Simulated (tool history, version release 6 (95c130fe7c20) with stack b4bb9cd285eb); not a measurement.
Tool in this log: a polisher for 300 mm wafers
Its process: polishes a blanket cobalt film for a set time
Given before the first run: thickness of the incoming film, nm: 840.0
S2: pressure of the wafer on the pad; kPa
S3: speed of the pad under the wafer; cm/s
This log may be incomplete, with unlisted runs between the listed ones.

run 1 hour=0.0 | flow_of_slurry_(ml/min)=280 S2=12.4 S3=128 polishing_time_(s)=65 | film_removed_(angstrom)=4483.9
run 2 hour=7.5 | flow_of_slurry_(ml/min)=280 S2=12.4 S3=128 polishing_time_(s)=68 | film_removed_(angstrom)=4644.9
run 3 hour=13.5 | flow_of_slurry_(ml/min)=280 S2=12.4 S3=144 polishing_time_(s)=68 | film_removed_(angstrom)=5071.4
run 4 hour=15.9 | flow_of_slurry_(ml/min)=280 S2=11.0 S3=142 polishing_time_(s)=68 | film_removed_(angstrom)=4457.6
run 5 hour=23.9 | flow_of_slurry_(ml/min)=280 S2=11.0 S3=142 polishing_time_(s)=65 | film_removed_(angstrom)=4283.7
run 6 hour=31.0 | flow_of_slurry_(ml/min)=280 S2=11.0 S3=170 polishing_time_(s)=65 | film_removed_(angstrom)=4910.0
run 7 hour=37.0 | flow_of_slurry_(ml/min)=280 S2=9.7 S3=168 polishing_time_(s)=65 | film_removed_(angstrom)=4225.3

Run 8 is up next; what results do you expect?
run 8 hour=39.8 | flow_of_slurry_(ml/min)=280 S2=6.9 S3=166 polishing_time_(s)=65 | film_removed_(angstrom)=?

film removed (angstrom): 3131.9
